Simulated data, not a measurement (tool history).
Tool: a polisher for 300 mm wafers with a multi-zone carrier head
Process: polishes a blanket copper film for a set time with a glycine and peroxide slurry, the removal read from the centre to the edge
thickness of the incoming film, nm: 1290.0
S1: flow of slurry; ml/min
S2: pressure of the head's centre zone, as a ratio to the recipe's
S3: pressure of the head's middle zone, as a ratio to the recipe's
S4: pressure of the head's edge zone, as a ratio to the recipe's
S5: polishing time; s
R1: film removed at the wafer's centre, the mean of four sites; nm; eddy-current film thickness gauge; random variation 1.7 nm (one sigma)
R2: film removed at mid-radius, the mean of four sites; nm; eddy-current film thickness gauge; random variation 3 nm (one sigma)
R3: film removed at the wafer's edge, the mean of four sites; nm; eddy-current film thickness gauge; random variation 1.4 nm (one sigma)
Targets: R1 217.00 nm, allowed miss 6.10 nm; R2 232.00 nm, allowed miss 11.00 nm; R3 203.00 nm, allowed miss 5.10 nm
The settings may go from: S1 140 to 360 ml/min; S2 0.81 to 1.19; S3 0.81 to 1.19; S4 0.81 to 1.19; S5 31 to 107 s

run	hour	S1	S2	S3	S4	S5	R1	R2	R3
1	0.0	230	1.00	1.00	1.00	69	324.23	344.61	329.04
2	1.2	230	1.00	1.00	0.95	60	280.47	304.83	280.38
3	3.6	230	1.00	1.00	1.04	60	283.34	291.52	293.76
4	10.1	175	1.00	1.00	1.04	60	276.47	294.05	287.38
5	18.8	175	1.00	1.00	1.04	73	332.67	344.35	349.34
6	23.0	180	1.01	0.99	0.99	63	293.55	306.46	289.21
7	27.9	170	0.99	0.95	0.94	58	264.04	261.69	261.65
8	34.7	165	0.99	0.96	0.90	54	248.24	250.90	236.64
9	36.2	160	0.98	0.97	0.87	52	232.75	243.88	227.86
10	42.2	190	1.02	1.04	0.82	43	204.73	212.41	184.45
11	44.0	210	1.02	1.04	0.84	43	205.32	217.90	187.04
12	45.0	225	1.02	1.04	0.86	43	207.58	217.93	189.66
13	49.4	230	1.02	1.05	0.88	44	215.48	226.52	198.19
14	51.6	235	1.02	1.05	0.88	44	215.56	219.67	196.76

Which of these 4 next moves meets every target?
A	53.8	255	1.06	0.95	0.91	42	?	?	?
B	53.8	235	1.04	0.89	0.91	43	?	?	?
C	53.8	260	1.09	1.10	0.83	43	?	?	?
D	53.8	150	1.08	1.12	0.98	44	?	?	?

move	R1	R2	R3
A	211.89	201.39	193.29
B	211.00	193.88	196.96
C	223.78	233.84	189.70
D	213.64	230.24	201.25
A: further off than the last run
B: further off than the last run
C: further off than the last run
D: meets every target
Move D is the one to make.

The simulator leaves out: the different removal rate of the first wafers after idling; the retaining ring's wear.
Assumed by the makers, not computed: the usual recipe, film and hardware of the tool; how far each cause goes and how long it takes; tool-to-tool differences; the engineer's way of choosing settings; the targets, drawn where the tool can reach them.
